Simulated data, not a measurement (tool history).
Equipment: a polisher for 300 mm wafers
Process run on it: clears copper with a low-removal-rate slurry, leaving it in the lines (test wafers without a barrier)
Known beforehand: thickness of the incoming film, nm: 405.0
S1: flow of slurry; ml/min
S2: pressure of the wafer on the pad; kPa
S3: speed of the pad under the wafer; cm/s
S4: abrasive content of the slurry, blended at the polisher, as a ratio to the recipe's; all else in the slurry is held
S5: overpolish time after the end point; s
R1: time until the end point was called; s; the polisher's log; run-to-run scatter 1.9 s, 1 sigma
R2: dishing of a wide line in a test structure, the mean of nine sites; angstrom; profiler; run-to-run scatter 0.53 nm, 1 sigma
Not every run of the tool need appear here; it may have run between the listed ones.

Run 1, day 0.000: S1 235 ml/min, S2 21.4 kPa, S3 112 cm/s, S4 1.0, S5 11 s. Result: R1 130.87 s, R2 231.31 angstrom.
Run 2, day 0.062: S1 235 ml/min, S2 24.8 kPa, S3 112 cm/s, S4 1.0, S5 11 s. Result: R1 115.95 s, R2 268.30 angstrom.
Run 3, day 0.346: S1 235 ml/min, S2 24.8 kPa, S3 112 cm/s, S4 1.0, S5 6 s. Result: R1 112.49 s, R2 154.88 angstrom.
Run 4, day 0.379: S1 235 ml/min, S2 25.5 kPa, S3 112 cm/s, S4 1.0, S5 8 s. Result: R1 112.46 s, R2 207.60 angstrom.
Run 5, day 0.742: S1 235 ml/min, S2 25.5 kPa, S3 112 cm/s, S4 1.0, S5 12 s. Result: R1 109.57 s, R2 297.06 angstrom.
Run 6, day 1.100: S1 235 ml/min, S2 25.5 kPa, S3 112 cm/s, S4 1.0, S5 13 s. Result: R1 107.57 s, R2 313.75 angstrom.

What will run 7 give?
Run 7, day 1.317: S1 235 ml/min, S2 24.8 kPa, S3 112 cm/s, S4 1.0, S5 13 s. Result: R1 ?, R2 ?.

R1: 111.70 s
R2: 299.68 angstrom
